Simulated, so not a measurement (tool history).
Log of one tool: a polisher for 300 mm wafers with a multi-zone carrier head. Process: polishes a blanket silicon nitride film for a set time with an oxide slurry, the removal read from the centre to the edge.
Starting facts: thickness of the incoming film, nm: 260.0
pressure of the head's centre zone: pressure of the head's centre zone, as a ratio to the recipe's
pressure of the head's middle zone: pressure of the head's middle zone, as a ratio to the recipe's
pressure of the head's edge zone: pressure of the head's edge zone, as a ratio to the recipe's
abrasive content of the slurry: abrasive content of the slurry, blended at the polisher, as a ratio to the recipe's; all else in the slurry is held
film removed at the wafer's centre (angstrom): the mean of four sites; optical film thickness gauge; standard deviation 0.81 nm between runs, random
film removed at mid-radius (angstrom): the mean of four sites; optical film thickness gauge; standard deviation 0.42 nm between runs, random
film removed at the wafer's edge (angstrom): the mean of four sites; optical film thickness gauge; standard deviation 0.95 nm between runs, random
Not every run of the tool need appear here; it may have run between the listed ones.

run,hour,flow of slurry (ml/min),pressure of the head's centre zone,pressure of the head's middle zone,pressure of the head's edge zone,abrasive content of the slurry,polishing time (s),film removed at the wafer's centre (angstrom),film removed at mid-radius (angstrom),film removed at the wafer's edge (angstrom)
1,0,225,1,1,1,1,62,564.91,561.83,566.35
2,8.5,240,1.02,1.03,1.04,1.05,62,575.27,577.53,588.01
3,16,240,1.02,1.03,1.04,0.85,62,554.48,548.52,561.67
4,17,240,1.02,1.03,1.04,0.85,69,623.1,605.51,623.79
5,20.4,240,1.02,1.03,1.04,0.85,60,528.46,532.31,543.2
6,28.8,250,1.05,1.06,1.07,1,61,597.49,574.64,579.66

Expected results for the next run?
7,37.7,260,1.05,1.08,1.1,1.1,61,?,?,?

film removed at the wafer's centre (angstrom): 605.32
film removed at mid-radius (angstrom): 604.53
film removed at the wafer's edge (angstrom): 608.52
